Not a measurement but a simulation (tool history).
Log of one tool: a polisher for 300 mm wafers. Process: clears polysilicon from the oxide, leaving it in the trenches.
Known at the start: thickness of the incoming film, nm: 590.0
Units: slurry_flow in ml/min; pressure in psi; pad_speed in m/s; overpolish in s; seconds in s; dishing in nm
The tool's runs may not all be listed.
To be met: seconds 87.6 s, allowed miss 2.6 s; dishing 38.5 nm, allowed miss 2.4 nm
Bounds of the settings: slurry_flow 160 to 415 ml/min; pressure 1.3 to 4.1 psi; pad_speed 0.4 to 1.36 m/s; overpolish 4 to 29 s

{"run": 1, "hour": 0.0, "slurry_flow": 265, "pressure": 2.7, "pad_speed": 0.88, "overpolish": 15, "seconds": 51.058, "dishing": 41.066}
{"run": 2, "hour": 7.5, "slurry_flow": 265, "pressure": 3.3, "pad_speed": 0.88, "overpolish": 15, "seconds": 41.715, "dishing": 41.352}
{"run": 3, "hour": 12.3, "slurry_flow": 265, "pressure": 3.6, "pad_speed": 0.88, "overpolish": 15, "seconds": 38.091, "dishing": 39.697}
{"run": 4, "hour": 19.2, "slurry_flow": 225, "pressure": 3.6, "pad_speed": 0.88, "overpolish": 15, "seconds": 39.659, "dishing": 40.358}
{"run": 5, "hour": 28.0, "slurry_flow": 225, "pressure": 3, "pad_speed": 0.86, "overpolish": 12, "seconds": 47.412, "dishing": 40.049}
{"run": 6, "hour": 33.0, "slurry_flow": 225, "pressure": 3, "pad_speed": 0.66, "overpolish": 12, "seconds": 54.814, "dishing": 38.708}
{"run": 7, "hour": 36.6, "slurry_flow": 225, "pressure": 3, "pad_speed": 0.66, "overpolish": 12, "seconds": 55.288, "dishing": 38.715}
{"run": 8, "hour": 44.9, "slurry_flow": 220, "pressure": 2.6, "pad_speed": 0.64, "overpolish": 11, "seconds": 64.679, "dishing": 37.703}

Which of these 4 next moves meets every target?
{"run": "A", "hour": 53.2, "slurry_flow": 185, "pressure": 2.1, "pad_speed": 0.7, "overpolish": 14, "seconds": "?", "dishing": "?"}
{"run": "B", "hour": 53.2, "slurry_flow": 335, "pressure": 1.4, "pad_speed": 0.76, "overpolish": 29, "seconds": "?", "dishing": "?"}
{"run": "C", "hour": 53.2, "slurry_flow": 270, "pressure": 1.5, "pad_speed": 0.64, "overpolish": 23, "seconds": "?", "dishing": "?"}
{"run": "D", "hour": 53.2, "slurry_flow": 170, "pressure": 1.9, "pad_speed": 0.66, "overpolish": 17, "seconds": "?", "dishing": "?"}

move=A seconds=77.01 dishing=37.27
move=B seconds=104.24 dishing=39.233
move=C seconds=108.65 dishing=38.2
move=D seconds=87.996 dishing=37.675
A: nearer than the last run, and not there yet
B: takes the result that was furthest off past its target
C: takes the result that was furthest off past its target
D: meets every target
The right move is D.
